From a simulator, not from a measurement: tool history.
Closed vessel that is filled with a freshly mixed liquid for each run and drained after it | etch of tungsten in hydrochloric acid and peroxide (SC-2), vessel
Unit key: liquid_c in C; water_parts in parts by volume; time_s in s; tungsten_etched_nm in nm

run    day  liquid_c  water_parts  time_s  tungsten_etched_nm
  1      0        63          5.5      30              26.381
  2  0.338        64          5.5      30              28.039
  3  0.446      57.5          5.5      30              18.707
  4  0.817      57.5          4.5      30              21.669
  5  0.975      57.5          4.5      30              21.752
  6    1.3      59.5          4.5      30              24.472

Forecast run 7:
  7  1.433        66          4.5      30                   ?

For run 7 the tool returned tungsten_etched_nm 36.517 nm.
